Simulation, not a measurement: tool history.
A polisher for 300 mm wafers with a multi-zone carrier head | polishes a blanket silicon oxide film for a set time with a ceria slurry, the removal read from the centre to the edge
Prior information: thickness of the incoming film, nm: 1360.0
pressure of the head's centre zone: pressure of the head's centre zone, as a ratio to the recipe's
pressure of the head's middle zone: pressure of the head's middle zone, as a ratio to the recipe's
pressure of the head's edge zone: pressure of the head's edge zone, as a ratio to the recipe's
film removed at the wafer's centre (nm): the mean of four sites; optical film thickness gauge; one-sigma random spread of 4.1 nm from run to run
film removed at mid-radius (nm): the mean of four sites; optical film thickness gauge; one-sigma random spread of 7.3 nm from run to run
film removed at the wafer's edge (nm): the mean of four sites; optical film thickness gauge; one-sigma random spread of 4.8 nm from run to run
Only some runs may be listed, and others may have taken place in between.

run,hour,flow of slurry (ml/min),pressure of the head's centre zone,pressure of the head's middle zone,pressure of the head's edge zone,polishing time (s),film removed at the wafer's centre (nm),film removed at mid-radius (nm),film removed at the wafer's edge (nm)
1,0.0,150,1.00,1.00,1.00,70,463.36,464.91,471.19
2,8.0,165,1.03,1.04,1.03,71,501.52,500.71,490.95
3,11.3,175,1.04,1.07,1.06,72,512.76,518.10,502.55
4,18.9,175,1.04,1.07,1.06,62,440.66,447.96,434.17
5,25.4,175,1.04,1.07,1.06,46,326.70,328.54,317.87
6,31.8,190,1.04,1.07,1.06,46,333.73,339.41,323.00
7,33.3,195,1.05,1.09,1.08,53,389.54,399.99,386.17
# hour 34.8: worn pad replaced by a new one
8,34.8,205,1.07,1.12,1.09,57,470.67,484.36,448.78

Run 9 has not been measured yet. What should we expect?
9,35.4,210,1.08,1.14,1.12,58,?,?,?

film removed at the wafer's centre (nm): 480.80
film removed at mid-radius (nm): 496.49
film removed at the wafer's edge (nm): 464.78

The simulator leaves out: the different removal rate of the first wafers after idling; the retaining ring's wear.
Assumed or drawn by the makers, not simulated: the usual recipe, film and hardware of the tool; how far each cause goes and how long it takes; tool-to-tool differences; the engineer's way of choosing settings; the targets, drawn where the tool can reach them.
